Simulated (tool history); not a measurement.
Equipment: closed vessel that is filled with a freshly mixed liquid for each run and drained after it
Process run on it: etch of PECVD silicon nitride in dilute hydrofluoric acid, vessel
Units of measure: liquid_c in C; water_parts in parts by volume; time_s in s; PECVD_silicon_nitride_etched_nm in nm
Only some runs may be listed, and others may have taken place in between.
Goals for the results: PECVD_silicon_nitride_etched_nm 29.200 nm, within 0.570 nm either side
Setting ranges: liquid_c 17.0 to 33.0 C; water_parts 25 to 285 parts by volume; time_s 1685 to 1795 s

run  hour  liquid_c  water_parts  time_s  PECVD_silicon_nitride_etched_nm
  1   0.0      25.0          155    1685                           23.248
  2   2.9      22.0          155    1685                           19.204
  3   9.0      22.0          175    1685                           16.810
  4  12.3      18.5          175    1685                           13.626
  5  15.7      18.5          175    1685                           13.512
  6  16.7      21.5          175    1685                           16.362
  7  19.1      23.5          175    1685                           18.860
  8  25.1      25.0          175    1685                           20.512
  9  29.9      26.5          175    1685                           22.645

Which of these 4 next moves meets every target?
  A  34.7      26.0          140    1700                                ?
  B  34.7      27.5          135    1730                                ?
  C  34.7      29.5          200    1785                                ?
  D  34.7      29.5          175    1795                                ?

move  PECVD_silicon_nitride_etched_nm
   A                           27.610
   B                           32.041
   C                           25.145
   D                           28.962
A: closes in on the targets versus the last run, not all within tolerance yet
B: moves the result that the last run missed by most past its target, out the other side
C: closes in on the targets versus the last run, not all within tolerance yet
D: all results in spec
The move that meets every target is D.
